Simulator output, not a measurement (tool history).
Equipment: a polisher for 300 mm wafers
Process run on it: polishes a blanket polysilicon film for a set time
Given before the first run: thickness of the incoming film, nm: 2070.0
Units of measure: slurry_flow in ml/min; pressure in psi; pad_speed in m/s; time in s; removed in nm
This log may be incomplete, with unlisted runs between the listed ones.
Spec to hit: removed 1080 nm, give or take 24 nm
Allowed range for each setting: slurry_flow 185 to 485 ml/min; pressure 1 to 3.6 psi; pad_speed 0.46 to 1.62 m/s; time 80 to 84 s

run 1 hour=0 | slurry_flow=310 pressure=2.3 pad_speed=1.04 time=80 | removed=596.63
run 2 hour=3 | slurry_flow=310 pressure=2.3 pad_speed=1.16 time=80 | removed=642.11
run 3 hour=8.6 | slurry_flow=315 pressure=2.6 pad_speed=1.16 time=80 | removed=707.49
run 4 hour=12.4 | slurry_flow=315 pressure=2.9 pad_speed=1.2 time=80 | removed=795.26
run 5 hour=16.7 | slurry_flow=255 pressure=2.9 pad_speed=1.2 time=80 | removed=781.39
run 6 hour=19.7 | slurry_flow=255 pressure=2.5 pad_speed=1.2 time=80 | removed=690.52
run 7 hour=25.1 | slurry_flow=275 pressure=2.8 pad_speed=1.22 time=80 | removed=775.55
-- hour=29.3 head pressure recalibrated
run 8 hour=29.3 | slurry_flow=290 pressure=3 pad_speed=1.24 time=80 | removed=893.37
run 9 hour=32 | slurry_flow=325 pressure=3.1 pad_speed=1.24 time=80 | removed=929.53
run 10 hour=34.3 | slurry_flow=355 pressure=3.1 pad_speed=1.24 time=80 | removed=936.16
run 11 hour=36.7 | slurry_flow=375 pressure=3.2 pad_speed=1.24 time=80 | removed=966.06

5 next moves are on the table. One of them brings every result within its allowed miss. Which?
run A hour=39.1 | slurry_flow=375 pressure=3.6 pad_speed=1.18 time=84 | removed=?
run B hour=39.1 | slurry_flow=455 pressure=3.5 pad_speed=1.32 time=82 | removed=?
run C hour=39.1 | slurry_flow=380 pressure=3.1 pad_speed=1.54 time=80 | removed=?
run D hour=39.1 | slurry_flow=270 pressure=3.6 pad_speed=1.4 time=82 | removed=?
run E hour=39.1 | slurry_flow=390 pressure=3.6 pad_speed=1.26 time=83 | removed=?

move=A removed=1079.8
move=B removed=1136.9
move=C removed=1118.5
move=D removed=1170.5
move=E removed=1125.4
A: every result within its allowed miss
B: takes the biggest miss from the last run beyond its target
C: takes the biggest miss from the last run beyond its target
D: takes the biggest miss from the last run beyond its target
E: takes the biggest miss from the last run beyond its target
The right move is A.

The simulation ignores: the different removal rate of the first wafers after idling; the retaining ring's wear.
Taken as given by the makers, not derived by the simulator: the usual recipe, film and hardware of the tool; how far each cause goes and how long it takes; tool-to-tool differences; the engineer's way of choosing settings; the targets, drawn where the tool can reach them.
